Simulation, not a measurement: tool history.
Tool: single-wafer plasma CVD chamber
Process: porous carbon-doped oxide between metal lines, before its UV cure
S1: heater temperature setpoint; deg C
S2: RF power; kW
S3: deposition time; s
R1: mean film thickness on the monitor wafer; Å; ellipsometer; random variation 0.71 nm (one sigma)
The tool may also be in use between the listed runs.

run	hour	S1	S2	S3	R1
1	0	280	0.435	32.1	1626.2
2	6	284	0.435	32.1	1588.4
3	13.3	284	0.485	32.1	1742.9
4	20.1	289	0.475	32.1	1664.3
5	22.7	289	0.475	32.1	1659.6
6	23.6	289	0.475	32.1	1638.9
7	32	293	0.475	32.1	1605.6

Run 8 comes next. What will it give?
8	34.6	296	0.47	32.1	?

R1: 1568 Å
